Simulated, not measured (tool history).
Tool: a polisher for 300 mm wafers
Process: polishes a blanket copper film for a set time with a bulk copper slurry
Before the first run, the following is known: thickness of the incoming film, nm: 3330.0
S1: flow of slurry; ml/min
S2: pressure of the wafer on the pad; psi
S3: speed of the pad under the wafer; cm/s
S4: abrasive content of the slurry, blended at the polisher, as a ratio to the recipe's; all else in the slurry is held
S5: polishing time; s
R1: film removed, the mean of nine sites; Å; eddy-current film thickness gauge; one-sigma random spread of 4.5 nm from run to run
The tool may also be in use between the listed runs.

{"run": 1, "hour": 0.0, "S1": 215, "S2": 2.4, "S3": 110, "S4": 1, "S5": 32, "R1": 2022.9}
{"run": 2, "hour": 6.3, "S1": 215, "S2": 2.6, "S3": 112, "S4": 1, "S5": 32, "R1": 2244.1}
{"run": 3, "hour": 8.0, "S1": 215, "S2": 2.6, "S3": 134, "S4": 1, "S5": 32, "R1": 2687.5}
{"run": 4, "hour": 14.2, "S1": 215, "S2": 2.6, "S3": 112, "S4": 1, "S5": 32, "R1": 2243.7}
{"run": 5, "hour": 21.7, "S1": 215, "S2": 2.8, "S3": 112, "S4": 1, "S5": 32, "R1": 2386.7}
{"run": 6, "hour": 23.3, "S1": 215, "S2": 2.8, "S3": 112, "S4": 0.8, "S5": 32, "R1": 2223.9}
{"run": 7, "hour": 32.0, "S1": 215, "S2": 3, "S3": 114, "S4": 0.8, "S5": 32, "R1": 2468.4}

Run 8 comes next. What will it give?
{"run": 8, "hour": 40.3, "S1": 215, "S2": 3.6, "S3": 116, "S4": 0.8, "S5": 32, "R1": "?"}

R1: 2978.3 Å
